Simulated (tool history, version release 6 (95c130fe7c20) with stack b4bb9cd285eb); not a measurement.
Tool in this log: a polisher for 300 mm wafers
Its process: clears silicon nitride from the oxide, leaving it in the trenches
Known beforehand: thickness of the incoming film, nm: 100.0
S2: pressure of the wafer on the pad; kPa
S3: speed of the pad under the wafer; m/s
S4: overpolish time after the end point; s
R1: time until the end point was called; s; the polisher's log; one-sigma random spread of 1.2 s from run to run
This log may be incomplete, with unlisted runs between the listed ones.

run 1 hour=0.0 | flow_of_slurry_(ml/min)=275 S2=13.8 S3=1.20 S4=13 | R1=96.586
run 2 hour=4.2 | flow_of_slurry_(ml/min)=275 S2=13.8 S3=1.20 S4=10 | R1=96.693
run 3 hour=8.5 | flow_of_slurry_(ml/min)=235 S2=13.8 S3=1.20 S4=10 | R1=97.812
run 4 hour=16.6 | flow_of_slurry_(ml/min)=235 S2=13.8 S3=1.38 S4=10 | R1=84.891
run 5 hour=21.4 | flow_of_slurry_(ml/min)=235 S2=13.8 S3=1.66 S4=10 | R1=72.461
run 6 hour=30.4 | flow_of_slurry_(ml/min)=235 S2=13.8 S3=1.66 S4=10 | R1=72.632
run 7 hour=35.3 | flow_of_slurry_(ml/min)=235 S2=9.7 S3=1.64 S4=10 | R1=102.410
run 8 hour=39.9 | flow_of_slurry_(ml/min)=235 S2=9.0 S3=1.64 S4=10 | R1=111.680
run 9 hour=47.2 | flow_of_slurry_(ml/min)=235 S2=8.3 S3=1.64 S4=10 | R1=118.260
run 10 hour=54.4 | flow_of_slurry_(ml/min)=235 S2=6.9 S3=1.64 S4=10 | R1=142.680
run 11 hour=58.2 | flow_of_slurry_(ml/min)=240 S2=8.3 S3=1.64 S4=10 | R1=117.930

What will run 12 give?
run 12 hour=61.4 | flow_of_slurry_(ml/min)=230 S2=8.3 S3=1.64 S4=10 | R1=?

R1: 118.210 s
